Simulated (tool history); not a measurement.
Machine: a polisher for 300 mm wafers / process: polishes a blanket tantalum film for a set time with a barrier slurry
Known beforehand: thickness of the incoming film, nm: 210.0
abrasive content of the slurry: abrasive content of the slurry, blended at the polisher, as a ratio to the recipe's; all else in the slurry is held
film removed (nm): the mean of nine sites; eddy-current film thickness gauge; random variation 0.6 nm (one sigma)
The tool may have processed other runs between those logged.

run    day  flow of slurry (ml/min)  pressure of the wafer on the pad (kPa)  speed of the pad under the wafer (m/s)  abrasive content of the slurry  polishing time (s)  film removed (nm)
  1      0                      315                                    14.5                                    0.96                               1                  62             91.648
  2  0.308                      315                                    12.4                                    0.96                               1                  62             81.857
  3  0.371                      240                                    12.4                                    0.96                               1                  62             79.246
  4    0.6                      240                                    15.2                                    0.96                               1                  62             91.705
  5  0.638                      240                                    13.1                                    0.94                               1                  62             81.035
  6  0.804                      240                                    11.7                                    0.92                               1                  62             73.187
  7  1.067                      240                                    10.3                                     0.9                               1                  62              64.87

For run 8, what comes out?
  8  1.183                      240                                     9.7                                     0.9                               1                  62                  ?

film removed (nm): 63.053
